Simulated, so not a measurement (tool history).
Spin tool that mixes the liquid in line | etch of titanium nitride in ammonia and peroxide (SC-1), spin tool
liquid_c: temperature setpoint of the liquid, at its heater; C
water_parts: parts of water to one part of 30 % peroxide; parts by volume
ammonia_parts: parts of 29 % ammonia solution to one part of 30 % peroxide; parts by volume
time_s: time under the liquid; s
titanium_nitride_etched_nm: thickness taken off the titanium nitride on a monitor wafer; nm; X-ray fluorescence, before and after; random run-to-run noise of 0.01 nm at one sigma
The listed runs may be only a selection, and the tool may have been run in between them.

run,day,liquid_c,water_parts,ammonia_parts,time_s,titanium_nitride_etched_nm
1,0,57,7,0.45,15,1.8267
2,0.212,57,7,0.35,15,1.7545
3,0.475,56.5,7,0.35,15,1.7063
4,0.746,56.5,7,0.25,15,1.61
5,1.083,62.5,7,0.25,15,2.3995
6,1.279,61.5,7,0.25,15,2.246
7,1.642,55,7,0.25,15,1.4519

Expected results for the next run?
8,1.821,55.5,7,0.25,15,?

titanium_nitride_etched_nm: 1.5196 nm

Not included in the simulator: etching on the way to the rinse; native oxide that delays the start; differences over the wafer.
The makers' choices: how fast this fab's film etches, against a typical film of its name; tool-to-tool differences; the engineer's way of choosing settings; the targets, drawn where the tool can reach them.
